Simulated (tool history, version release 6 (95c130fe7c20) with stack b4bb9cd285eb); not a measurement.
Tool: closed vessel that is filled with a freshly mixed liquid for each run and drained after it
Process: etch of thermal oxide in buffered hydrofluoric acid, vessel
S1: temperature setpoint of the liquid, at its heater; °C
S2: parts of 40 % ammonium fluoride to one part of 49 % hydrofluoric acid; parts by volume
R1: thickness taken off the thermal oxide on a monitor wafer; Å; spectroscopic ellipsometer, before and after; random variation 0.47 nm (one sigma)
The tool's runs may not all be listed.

{"run": 1, "hour": 0.0, "S1": 24, "S2": 12, "time in the liquid (s)": 35, "R1": 311.61}
{"run": 2, "hour": 7.4, "S1": 26, "S2": 10.5, "time in the liquid (s)": 35, "R1": 392.71}
{"run": 3, "hour": 14.7, "S1": 26, "S2": 10.5, "time in the liquid (s)": 30, "R1": 341.76}
{"run": 4, "hour": 18.2, "S1": 27.5, "S2": 9, "time in the liquid (s)": 30, "R1": 410.34}
{"run": 5, "hour": 23.0, "S1": 25, "S2": 9, "time in the liquid (s)": 30, "R1": 359.14}
{"run": 6, "hour": 28.4, "S1": 25, "S2": 6.5, "time in the liquid (s)": 30, "R1": 508.95}

Forecast run 7:
{"run": 7, "hour": 30.7, "S1": 26.5, "S2": 6, "time in the liquid (s)": 30, "R1": "?"}

R1: 583.09 Å
